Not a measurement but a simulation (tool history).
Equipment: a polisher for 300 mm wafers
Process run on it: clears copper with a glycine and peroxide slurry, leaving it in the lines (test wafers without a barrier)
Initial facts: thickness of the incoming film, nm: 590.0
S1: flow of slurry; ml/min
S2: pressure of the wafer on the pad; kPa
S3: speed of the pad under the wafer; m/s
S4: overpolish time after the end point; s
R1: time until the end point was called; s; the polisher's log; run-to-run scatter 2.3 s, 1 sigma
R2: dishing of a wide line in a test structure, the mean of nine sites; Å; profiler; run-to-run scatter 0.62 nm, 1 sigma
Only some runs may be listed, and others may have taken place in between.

run	hour	S1	S2	S3	S4	R1	R2
1	0.0	320	16.5	1.24	23	113.69	711.82
2	0.6	320	15.9	1.24	19	115.44	597.30
3	8.3	390	15.9	1.24	19	113.06	597.42
4	12.4	335	15.9	1.24	19	116.06	605.40
5	16.0	335	14.5	1.24	19	118.00	582.02
# hour 22.8: head pressure recalibrated
6	22.8	335	13.8	1.24	17	124.94	489.82
7	29.9	335	13.8	1.26	16	128.31	459.72

Run 8 is up next; what results do you expect?
8	34.0	340	13.8	1.28	15	?	?

Run 8 came out at R1 124.23 s, R2 454.46 Å.

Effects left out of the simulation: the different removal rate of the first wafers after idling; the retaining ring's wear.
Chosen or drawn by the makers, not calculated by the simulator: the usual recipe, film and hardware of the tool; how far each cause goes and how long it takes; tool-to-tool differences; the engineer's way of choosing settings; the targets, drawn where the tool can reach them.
